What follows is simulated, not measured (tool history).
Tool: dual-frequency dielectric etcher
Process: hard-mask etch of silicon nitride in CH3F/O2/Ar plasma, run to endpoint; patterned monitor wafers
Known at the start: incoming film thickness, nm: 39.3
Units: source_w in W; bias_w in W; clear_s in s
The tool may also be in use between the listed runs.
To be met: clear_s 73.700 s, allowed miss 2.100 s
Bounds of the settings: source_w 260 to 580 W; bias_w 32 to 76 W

| run | day | source_w | bias_w | clear_s |
|---|---|---|---|---|
| 1 | 0.000 | 420 | 54 | 64.058 |
| 2 | 0.117 | 400 | 53 | 65.329 |
| 3 | 0.221 | 450 | 53 | 62.734 |
| 4 | 0.508 | 450 | 44 | 64.409 |
| 5 | 0.717 | 430 | 43 | 66.241 |
| 6 | 0.975 | 420 | 42 | 66.089 |
| 7 | 1.021 | 400 | 41 | 68.523 |
| 8 | 1.154 | 390 | 40 | 68.137 |
| 9 | 1.300 | 380 | 39 | 69.360 |

5 next moves are on the table. One of them brings every result within its allowed miss. Which?
| A | 1.446 | 430 | 48 | ? |
| B | 1.446 | 440 | 39 | ? |
| C | 1.446 | 350 | 39 | ? |
| D | 1.446 | 460 | 38 | ? |
| E | 1.446 | 480 | 46 | ? |

| move | clear_s |
|---|---|
| A | 64.636 |
| B | 66.491 |
| C | 72.694 |
| D | 65.626 |
| E | 62.427 |
A: further off than the last run
B: further off than the last run
C: meets every target
D: further off than the last run
E: further off than the last run
The right move is C.
